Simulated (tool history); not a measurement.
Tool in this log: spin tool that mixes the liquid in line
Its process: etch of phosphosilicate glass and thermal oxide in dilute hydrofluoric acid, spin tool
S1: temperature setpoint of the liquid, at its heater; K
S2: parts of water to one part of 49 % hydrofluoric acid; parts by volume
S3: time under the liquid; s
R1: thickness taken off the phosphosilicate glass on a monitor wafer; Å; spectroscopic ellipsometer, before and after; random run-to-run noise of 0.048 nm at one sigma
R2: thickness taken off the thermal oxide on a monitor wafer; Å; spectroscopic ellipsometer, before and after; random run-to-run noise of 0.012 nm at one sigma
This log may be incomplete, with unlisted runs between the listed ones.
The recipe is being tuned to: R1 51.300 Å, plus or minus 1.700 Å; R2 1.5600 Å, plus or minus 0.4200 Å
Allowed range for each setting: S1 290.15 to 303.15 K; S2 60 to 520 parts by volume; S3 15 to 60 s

Run 1, day 0.000: S1 295.15 K, S2 290 parts by volume, S3 30 s. Result: R1 127.200 Å, R2 3.7374 Å.
Run 2, day 0.204: S1 293.65 K, S2 340 parts by volume, S3 30 s. Result: R1 98.345 Å, R2 3.0401 Å.
Run 3, day 0.379: S1 293.15 K, S2 380 parts by volume, S3 30 s. Result: R1 82.820 Å, R2 2.7841 Å.
Run 4, day 0.629: S1 293.15 K, S2 410 parts by volume, S3 30 s. Result: R1 75.156 Å, R2 2.2681 Å.
Run 5, day 0.725: S1 293.15 K, S2 410 parts by volume, S3 40 s. Result: R1 100.230 Å, R2 3.1863 Å.
Run 6, day 1.012: S1 293.15 K, S2 455 parts by volume, S3 40 s. Result: R1 86.689 Å, R2 2.6763 Å.
Run 7, day 1.283: S1 292.65 K, S2 475 parts by volume, S3 40 s. Result: R1 81.525 Å, R2 2.4893 Å.
Run 8, day 1.421: S1 292.15 K, S2 490 parts by volume, S3 40 s. Result: R1 77.034 Å, R2 2.0531 Å.
Run 9, day 1.638: S1 293.15 K, S2 500 parts by volume, S3 35 s. Result: R1 67.978 Å, R2 1.6413 Å.
Run 10, day 1.658: S1 293.15 K, S2 500 parts by volume, S3 35 s. Result: R1 67.165 Å, R2 2.0840 Å.
Run 11, day 1.979: S1 292.65 K, S2 505 parts by volume, S3 35 s. Result: R1 64.796 Å, R2 2.1080 Å.
Run 12, day 2.038: S1 292.65 K, S2 510 parts by volume, S3 35 s. Result: R1 64.216 Å, R2 2.0315 Å.
Run 13, day 2.250: S1 292.15 K, S2 515 parts by volume, S3 35 s. Result: R1 62.746 Å, R2 2.0722 Å.
Run 14, day 2.321: S1 292.65 K, S2 515 parts by volume, S3 30 s. Result: R1 54.690 Å, R2 1.3663 Å.

Next run, 4 choices. One meets every target within its allowed miss, the rest don't. Which?
Run A, day 2.392: S1 295.15 K, S2 495 parts by volume, S3 25 s. Result: R1 ?, R2 ?.
Run B, day 2.392: S1 290.15 K, S2 310 parts by volume, S3 15 s. Result: R1 ?, R2 ?.
Run C, day 2.392: S1 293.65 K, S2 455 parts by volume, S3 25 s. Result: R1 ?, R2 ?.
Run D, day 2.392: S1 290.15 K, S2 465 parts by volume, S3 25 s. Result: R1 ?, R2 ?.

move      R1      R2
   A  51.553  1.7115
   B  48.243  1.6016
   C  55.130  1.8303
   D  47.472  1.5760
A: meets every target
B: takes the biggest miss from the last run beyond its target
C: lands further from the targets than the last run did
D: takes the biggest miss from the last run beyond its target
Answer: A
